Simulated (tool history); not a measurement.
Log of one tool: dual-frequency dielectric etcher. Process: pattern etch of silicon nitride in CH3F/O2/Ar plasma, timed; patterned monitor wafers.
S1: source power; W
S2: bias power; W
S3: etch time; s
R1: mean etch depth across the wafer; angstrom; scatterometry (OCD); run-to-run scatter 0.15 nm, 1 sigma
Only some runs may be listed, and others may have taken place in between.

Run 1, hour 0: S1 540 W, S2 64 W, S3 41.5 s. Result: R1 302.33 angstrom.
Run 2, hour 2.9: S1 540 W, S2 55 W, S3 41.5 s. Result: R1 289.44 angstrom.
Run 3, hour 7.8: S1 520 W, S2 54 W, S3 41.5 s. Result: R1 282.57 angstrom.
Run 4, hour 13.5: S1 520 W, S2 54 W, S3 41.5 s. Result: R1 281.42 angstrom.
Run 5, hour 14.7: S1 520 W, S2 54 W, S3 43 s. Result: R1 291.78 angstrom.
Run 6, hour 20.4: S1 500 W, S2 53 W, S3 43 s. Result: R1 284.55 angstrom.
Run 7, hour 22.4: S1 410 W, S2 49 W, S3 43 s. Result: R1 249.71 angstrom.
Run 8, hour 30.9: S1 420 W, S2 49 W, S3 43 s. Result: R1 249.29 angstrom.

What will run 9 give?
Run 9, hour 33.7: S1 490 W, S2 53 W, S3 43 s. Result: R1 ?.

R1: 283.47 angstrom
